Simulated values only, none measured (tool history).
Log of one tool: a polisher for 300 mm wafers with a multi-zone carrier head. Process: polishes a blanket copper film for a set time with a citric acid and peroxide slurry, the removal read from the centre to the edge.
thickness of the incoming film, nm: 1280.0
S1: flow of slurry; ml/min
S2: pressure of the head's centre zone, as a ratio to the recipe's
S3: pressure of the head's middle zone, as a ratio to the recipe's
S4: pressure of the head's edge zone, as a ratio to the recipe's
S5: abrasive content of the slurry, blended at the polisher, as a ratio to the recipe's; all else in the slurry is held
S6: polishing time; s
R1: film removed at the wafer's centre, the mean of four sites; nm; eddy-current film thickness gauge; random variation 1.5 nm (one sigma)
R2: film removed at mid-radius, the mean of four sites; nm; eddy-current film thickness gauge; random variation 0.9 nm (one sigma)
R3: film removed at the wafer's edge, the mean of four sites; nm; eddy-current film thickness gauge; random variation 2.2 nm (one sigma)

run    day   S1    S2    S3    S4    S5  S6      R1      R2      R3
  1  0.000  260  1.00  1.00  1.00  1.00  72  126.42  127.50  123.38
  2  0.221  275  1.05  1.02  1.04  1.10  72  135.55  135.17  133.16
  3  0.479  290  1.09  1.02  1.03  1.15  72  145.58  138.33  132.19
  4  0.596  290  1.02  1.02  1.03  1.15  72  137.71  137.75  137.95
  5  0.817  315  1.06  1.02  1.03  1.20  72  146.32  140.60  138.32
  6  1.025  330  1.09  1.02  1.04  1.20  72  149.20  140.34  139.52

Forecast run 7:
     1.358  -- slurry nozzle cleaned
  7  1.358  340  1.12  1.02  1.05  1.25  72   ?   ?   ?

R1: 161.36 nm
R2: 145.84 nm
R3: 143.12 nm
